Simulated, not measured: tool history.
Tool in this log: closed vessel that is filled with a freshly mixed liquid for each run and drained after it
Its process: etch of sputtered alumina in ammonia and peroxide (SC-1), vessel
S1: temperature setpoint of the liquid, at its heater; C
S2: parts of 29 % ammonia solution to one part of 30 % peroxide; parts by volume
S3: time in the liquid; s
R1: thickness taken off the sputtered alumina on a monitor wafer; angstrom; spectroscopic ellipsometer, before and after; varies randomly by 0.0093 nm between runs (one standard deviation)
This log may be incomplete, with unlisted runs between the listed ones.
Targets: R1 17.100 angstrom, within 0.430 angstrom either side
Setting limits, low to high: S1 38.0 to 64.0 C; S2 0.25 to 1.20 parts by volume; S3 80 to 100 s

run 1 day=0.000 | S1=48.0 S2=0.95 S3=100 | R1=36.133
run 2 day=0.367 | S1=46.0 S2=0.80 S3=95 | R1=30.179
run 3 day=0.525 | S1=44.5 S2=0.75 S3=95 | R1=27.433
run 4 day=0.612 | S1=43.0 S2=0.70 S3=95 | R1=25.029
run 5 day=0.854 | S1=43.0 S2=0.70 S3=100 | R1=26.463
run 6 day=1.171 | S1=42.0 S2=0.60 S3=95 | R1=23.507
-- day=1.492 ammonia flow meter replaced
run 7 day=1.492 | S1=41.0 S2=0.55 S3=95 | R1=21.896
run 8 day=1.683 | S1=40.5 S2=0.50 S3=95 | R1=21.360
run 9 day=1.725 | S1=40.0 S2=0.50 S3=95 | R1=20.510
run 10 day=1.962 | S1=39.5 S2=0.45 S3=95 | R1=19.807
run 11 day=2.112 | S1=39.0 S2=0.45 S3=95 | R1=19.084

5 candidate next runs follow, results not yet known. Just one meets every target within its allowed miss. Identify it.
run A day=2.262 | S1=41.5 S2=0.25 S3=100 | R1=?
run B day=2.262 | S1=40.0 S2=0.25 S3=80 | R1=?
run C day=2.262 | S1=44.0 S2=0.90 S3=80 | R1=?
run D day=2.262 | S1=41.0 S2=0.25 S3=80 | R1=?
run E day=2.262 | S1=45.0 S2=0.50 S3=80 | R1=?

move=A R1=22.034
move=B R1=16.140
move=C R1=23.022
move=D R1=17.119
move=E R1=23.048
A: moves away from the targets compared with the last run
B: the result that was furthest off in the last run now lies on the other side of its target
C: moves away from the targets compared with the last run
D: hits every target within its allowed miss
E: moves away from the targets compared with the last run
D meets every target.
